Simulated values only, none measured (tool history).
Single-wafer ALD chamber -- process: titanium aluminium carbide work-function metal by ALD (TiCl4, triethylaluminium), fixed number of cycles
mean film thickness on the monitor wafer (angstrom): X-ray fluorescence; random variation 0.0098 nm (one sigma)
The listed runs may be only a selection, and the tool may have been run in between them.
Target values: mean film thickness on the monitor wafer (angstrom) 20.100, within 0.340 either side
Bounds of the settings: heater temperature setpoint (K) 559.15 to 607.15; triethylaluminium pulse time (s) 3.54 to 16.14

run,day,heater temperature setpoint (K),triethylaluminium pulse time (s),mean film thickness on the monitor wafer (angstrom)
1,0.000,583.15,9.84,22.189
2,0.108,590.15,9.84,22.730
3,0.300,590.15,7.45,21.734
4,0.654,588.15,7.23,21.376
5,0.942,598.15,7.23,22.550
6,1.208,595.15,7.04,22.197
7,1.512,583.15,5.04,18.586
8,1.550,583.15,5.04,18.208
9,1.746,595.15,7.13,22.066
10,1.996,593.15,7.09,21.569
11,2.083,593.15,7.09,21.809
12,2.129,592.15,7.06,21.801
13,2.221,591.15,7.03,21.648
14,2.500,579.15,5.58,18.688
15,2.712,580.15,5.62,19.007
16,2.950,581.15,5.65,19.189
17,3.183,582.15,5.68,19.224
18,3.475,592.15,6.72,21.220
19,3.758,591.15,6.69,21.092

Of the 5 settings listed for the next run, only one would bring every result within its allowed miss of target. Which one?
A,4.042,588.15,6.91,?
B,4.042,585.15,7.34,?
C,4.042,592.15,6.31,?
D,4.042,590.15,5.86,?
E,4.042,590.15,6.70,?

move,mean film thickness on the monitor wafer (angstrom)
A,21.146
B,21.178
C,20.970
D,20.260
E,21.159
A: its largest miss is bigger than the last run's
B: its largest miss is bigger than the last run's
C: moves toward the targets from the last run without getting all of them in spec
D: every result lands within tolerance
E: its largest miss is bigger than the last run's
Answer: D
